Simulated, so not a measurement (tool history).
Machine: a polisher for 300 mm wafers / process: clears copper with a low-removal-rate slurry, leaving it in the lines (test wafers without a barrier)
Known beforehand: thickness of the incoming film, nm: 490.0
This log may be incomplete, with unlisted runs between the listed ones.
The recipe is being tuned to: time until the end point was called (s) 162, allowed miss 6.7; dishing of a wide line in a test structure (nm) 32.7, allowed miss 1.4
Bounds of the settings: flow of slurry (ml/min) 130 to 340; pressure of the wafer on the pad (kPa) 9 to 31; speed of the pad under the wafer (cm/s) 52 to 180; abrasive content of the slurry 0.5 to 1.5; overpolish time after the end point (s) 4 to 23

run,hour,flow of slurry (ml/min),pressure of the wafer on the pad (kPa),speed of the pad under the wafer (cm/s),abrasive content of the slurry,overpolish time after the end point (s),time until the end point was called (s),dishing of a wide line in a test structure (nm)
1,0,220,20,116,1,12,128.62,32.329
2,6.4,220,24.1,116,1,12,105.76,38.145
3,8.5,215,21.4,116,1,13,121.56,37.347
4,10.8,215,21.4,116,0.9,13,122.04,35.988
5,11.4,215,19.3,116,0.95,14,130.66,35.768
6,20,215,19.3,116,0.95,16,132.44,40.195
7,20.9,215,17.9,116,0.95,16,146.07,37.848
8,22.2,215,17.2,116,0.95,16,150.43,37.194
9,25.2,215,16.5,116,0.95,16,153.42,35.531

Pick the move, out of 5, that brings all results within their allowed miss; only one does.
A,28.2,210,19.3,90,0.9,19,?,?
B,28.2,175,18.6,130,0.75,12,?,?
C,28.2,255,17.9,114,0.85,16,?,?
D,28.2,205,17.2,120,0.85,19,?,?
E,28.2,245,10.3,168,1.2,16,?,?

move,time until the end point was called (s),dishing of a wide line in a test structure (nm)
A,171.78,37.124
B,131.29,31.639
C,144.75,36.975
D,146.82,41.833
E,159.9,33.07
A: misses by more than the last run did
B: meets the target for the result that was furthest off, but another lies outside its allowed miss
C: misses by more than the last run did
D: misses by more than the last run did
E: each result inside its tolerance
E is the move that brings every result within its allowed miss.
